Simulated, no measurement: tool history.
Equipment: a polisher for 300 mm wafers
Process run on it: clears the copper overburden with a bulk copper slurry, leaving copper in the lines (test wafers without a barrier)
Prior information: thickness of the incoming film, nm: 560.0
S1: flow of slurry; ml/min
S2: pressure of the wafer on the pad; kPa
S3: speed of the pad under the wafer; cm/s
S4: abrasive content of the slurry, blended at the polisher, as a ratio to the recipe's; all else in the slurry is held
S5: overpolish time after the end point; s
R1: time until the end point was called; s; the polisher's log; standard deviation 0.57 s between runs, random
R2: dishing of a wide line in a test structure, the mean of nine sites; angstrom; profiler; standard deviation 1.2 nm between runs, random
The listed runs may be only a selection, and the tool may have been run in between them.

{"run": 1, "hour": 0.0, "S1": 175, "S2": 19.3, "S3": 84, "S4": 1.0, "S5": 26, "R1": 72.725, "R2": 809.13}
{"run": 2, "hour": 1.8, "S1": 175, "S2": 15.9, "S3": 84, "S4": 1.0, "S5": 26, "R1": 86.342, "R2": 715.13}
{"run": 3, "hour": 10.8, "S1": 175, "S2": 17.9, "S3": 84, "S4": 1.0, "S5": 26, "R1": 79.597, "R2": 789.0}
{"run": 4, "hour": 16.5, "S1": 175, "S2": 17.9, "S3": 96, "S4": 1.0, "S5": 26, "R1": 68.41, "R2": 821.71}
{"run": 5, "hour": 21.5, "S1": 175, "S2": 19.3, "S3": 98, "S4": 1.0, "S5": 23, "R1": 64.638, "R2": 813.12}
{"run": 6, "hour": 22.2, "S1": 175, "S2": 19.3, "S3": 90, "S4": 1.0, "S5": 23, "R1": 68.024, "R2": 777.73}
{"run": 7, "hour": 24.5, "S1": 175, "S2": 19.3, "S3": 90, "S4": 1.0, "S5": 23, "R1": 67.724, "R2": 776.59}
{"run": 8, "hour": 30.7, "S1": 175, "S2": 20.7, "S3": 90, "S4": 1.0, "S5": 22, "R1": 62.797, "R2": 832.72}
{"run": 9, "hour": 38.2, "S1": 175, "S2": 21.4, "S3": 92, "S4": 1.0, "S5": 20, "R1": 59.182, "R2": 826.17}

Run 10 comes next. What will it give?
{"run": 10, "hour": 44.7, "S1": 175, "S2": 22.1, "S3": 92, "S4": 1.0, "S5": 18, "R1": "?", "R2": "?"}

R1: 58.255 s
R2: 779.60 angstrom

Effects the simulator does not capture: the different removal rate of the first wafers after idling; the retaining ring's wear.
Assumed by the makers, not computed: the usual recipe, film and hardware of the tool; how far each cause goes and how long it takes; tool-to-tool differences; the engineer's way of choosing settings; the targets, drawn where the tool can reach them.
